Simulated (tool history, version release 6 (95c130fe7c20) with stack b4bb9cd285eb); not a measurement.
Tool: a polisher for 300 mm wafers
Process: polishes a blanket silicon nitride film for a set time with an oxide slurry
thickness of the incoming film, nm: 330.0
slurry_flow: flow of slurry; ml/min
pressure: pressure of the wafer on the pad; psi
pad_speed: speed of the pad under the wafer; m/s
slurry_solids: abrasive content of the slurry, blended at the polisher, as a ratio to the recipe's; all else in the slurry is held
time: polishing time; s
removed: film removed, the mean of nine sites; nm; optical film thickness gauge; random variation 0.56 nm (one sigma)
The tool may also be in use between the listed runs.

run,hour,slurry_flow,pressure,pad_speed,slurry_solids,time,removed
1,0.0,155,4.2,1.38,1.00,46,53.362
2,8.5,155,4.2,1.38,0.85,46,49.097
3,12.3,155,4.2,1.38,0.85,41,44.315
4,19.6,130,4.2,1.38,0.85,41,41.804
5,20.7,130,3.1,1.38,0.85,41,31.694
6,24.8,130,2.7,1.38,0.85,41,27.681

Run 7 comes next. What will it give?
7,31.2,140,3.0,1.38,0.85,41,?

Run 7 gave removed 30.666 nm.
